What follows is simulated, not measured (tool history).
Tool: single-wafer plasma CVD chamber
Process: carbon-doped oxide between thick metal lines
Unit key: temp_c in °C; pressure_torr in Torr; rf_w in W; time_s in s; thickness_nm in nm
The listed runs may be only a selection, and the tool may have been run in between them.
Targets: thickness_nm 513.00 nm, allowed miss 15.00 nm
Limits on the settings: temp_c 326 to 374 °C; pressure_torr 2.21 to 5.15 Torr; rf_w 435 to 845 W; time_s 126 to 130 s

| run | day | temp_c | pressure_torr | rf_w | time_s | thickness_nm |
|---|---|---|---|---|---|---|
| 1 | 0.000 | 350 | 3.68 | 640 | 126 | 618.05 |
| 2 | 0.200 | 351 | 3.62 | 620 | 126 | 603.69 |
| 3 | 0.500 | 355 | 3.62 | 620 | 126 | 596.89 |
| 4 | 0.842 | 355 | 4.19 | 620 | 126 | 609.59 |
| 5 | 0.988 | 355 | 3.62 | 620 | 126 | 601.12 |
|  | 1.029 | RF generator calibrated |
| 6 | 1.029 | 362 | 3.62 | 620 | 126 | 619.76 |
| 7 | 1.358 | 361 | 3.60 | 600 | 126 | 605.55 |
| 8 | 1.454 | 359 | 3.57 | 580 | 126 | 586.31 |
| 9 | 1.775 | 359 | 3.55 | 565 | 126 | 573.37 |
| 10 | 2.058 | 359 | 3.54 | 555 | 126 | 562.90 |
| 11 | 2.379 | 359 | 3.53 | 545 | 126 | 553.77 |
| 12 | 2.483 | 359 | 3.52 | 540 | 126 | 550.77 |
| 13 | 2.562 | 359 | 3.51 | 535 | 126 | 547.50 |
| 14 | 2.750 | 359 | 3.50 | 530 | 126 | 536.41 |
| 15 | 2.788 | 359 | 3.49 | 525 | 126 | 533.21 |
| 16 | 2.867 | 359 | 3.48 | 520 | 126 | 528.43 |
| 17 | 2.992 | 359 | 3.47 | 520 | 126 | 529.30 |
| 18 | 3.183 | 359 | 3.47 | 520 | 126 | 529.49 |

4 candidate next runs follow, results not yet known. Just one meets every target within its allowed miss. Identify it.
| A | 3.375 | 353 | 3.60 | 530 | 126 | ? |
| B | 3.375 | 361 | 3.63 | 525 | 128 | ? |
| C | 3.375 | 358 | 3.46 | 520 | 130 | ? |
| D | 3.375 | 364 | 3.65 | 500 | 129 | ? |

| move | thickness_nm |
|---|---|
| A | 548.41 |
| B | 541.01 |
| C | 544.55 |
| D | 515.81 |
A: lands further from the targets than the last run did
B: lands further from the targets than the last run did
C: lands further from the targets than the last run did
D: all results in spec
Correct choice: D, which meets every target
